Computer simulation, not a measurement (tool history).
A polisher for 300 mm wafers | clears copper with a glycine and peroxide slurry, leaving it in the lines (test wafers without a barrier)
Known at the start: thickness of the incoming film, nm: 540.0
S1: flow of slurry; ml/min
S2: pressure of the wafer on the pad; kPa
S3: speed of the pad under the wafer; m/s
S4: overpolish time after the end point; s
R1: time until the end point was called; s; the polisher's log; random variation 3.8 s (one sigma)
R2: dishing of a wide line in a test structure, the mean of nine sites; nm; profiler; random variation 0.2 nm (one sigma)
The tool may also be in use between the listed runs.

run	hour	S1	S2	S3	S4	R1	R2
1	0.0	135	17.9	0.96	13	119.85	40.776
2	6.0	135	17.9	0.96	7	121.42	24.166
3	14.0	130	15.9	0.92	7	137.98	21.018
4	19.2	125	14.5	0.88	8	157.14	22.075
5	20.3	125	14.5	0.88	4	151.10	11.615
6	24.0	120	13.1	0.86	5	162.91	13.156
7	29.2	115	12.4	0.84	6	179.37	15.058
8	35.5	110	11.7	0.84	6	180.65	13.960
9	40.9	110	11.0	0.82	7	191.68	15.397
10	41.9	110	10.3	0.82	7	200.55	14.861

The next listed run, before its measurement:
11	44.1	110	9.7	0.82	7	?	?

{"run 11": {"R1": 213.84, "R2": 14.555}}
